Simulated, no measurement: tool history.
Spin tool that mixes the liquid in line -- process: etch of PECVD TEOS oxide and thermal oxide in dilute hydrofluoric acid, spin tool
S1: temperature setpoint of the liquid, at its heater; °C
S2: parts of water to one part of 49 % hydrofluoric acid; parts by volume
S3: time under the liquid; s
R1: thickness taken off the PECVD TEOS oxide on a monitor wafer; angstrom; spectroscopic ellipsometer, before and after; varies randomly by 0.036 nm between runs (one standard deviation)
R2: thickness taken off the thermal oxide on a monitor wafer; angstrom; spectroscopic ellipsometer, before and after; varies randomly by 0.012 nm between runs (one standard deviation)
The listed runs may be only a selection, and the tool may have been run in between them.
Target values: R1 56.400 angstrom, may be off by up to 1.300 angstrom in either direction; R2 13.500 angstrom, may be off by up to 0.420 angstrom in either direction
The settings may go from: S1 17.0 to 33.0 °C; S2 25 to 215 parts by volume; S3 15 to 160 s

run  hour    S1   S2  S3       R1      R2
  1   0.0  25.0  120  80  125.910  30.287
  2   8.7  23.5  130  80  107.300  25.928
  3  13.6  23.5  130  50   67.734  15.945
  4  22.4  23.5  160  50   53.447  12.549
  5  25.6  23.5  160  75   79.494  19.158
  6  33.2  23.5  200  75   60.953  14.592
  7  41.0  23.0  200  75   59.915  14.273
  8  47.7  23.0  200  75   60.579  14.233
  9  48.4  22.5  200  75   57.659  13.978

Of the 4 settings listed for the next run, only one would bring every result within its allowed miss of target. Which one?
  A  49.1  19.0  205   85   ?   ?
  B  49.1  17.0  215  105   ?   ?
  C  49.1  17.5  195   90   ?   ?
  D  49.1  21.0  190   75   ?   ?

move      R1      R2
   A  56.611  13.588
   B  61.076  14.660
   C  59.966  14.393
   D  59.095  14.184
A: meets every target
B: moves away from the targets compared with the last run
C: moves away from the targets compared with the last run
D: moves away from the targets compared with the last run
Move A is the one to make.
